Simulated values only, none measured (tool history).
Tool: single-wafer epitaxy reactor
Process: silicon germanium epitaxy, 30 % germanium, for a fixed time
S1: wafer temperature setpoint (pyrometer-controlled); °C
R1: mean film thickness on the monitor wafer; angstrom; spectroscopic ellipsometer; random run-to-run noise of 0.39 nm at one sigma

Run 1, day 0.000: S1 595 °C, chamber pressure (mTorr) 23200. Result: R1 578.55 angstrom.
Run 2, day 0.312: S1 599 °C, chamber pressure (mTorr) 23300. Result: R1 624.24 angstrom.
Run 3, day 0.488: S1 599 °C, chamber pressure (mTorr) 19300. Result: R1 584.77 angstrom.
Run 4, day 0.683: S1 604 °C, chamber pressure (mTorr) 19300. Result: R1 637.18 angstrom.
Run 5, day 1.046: S1 604 °C, chamber pressure (mTorr) 17100. Result: R1 607.11 angstrom.
Run 6, day 1.088: S1 611 °C, chamber pressure (mTorr) 17100. Result: R1 680.38 angstrom.
Run 7, day 1.188: S1 613 °C, chamber pressure (mTorr) 18100. Result: R1 718.32 angstrom.

Run 8 has not been measured yet. What should we expect?
Run 8, day 1.375: S1 614 °C, chamber pressure (mTorr) 18800. Result: R1 ?.

Run 8 came out at R1 733.58 angstrom.
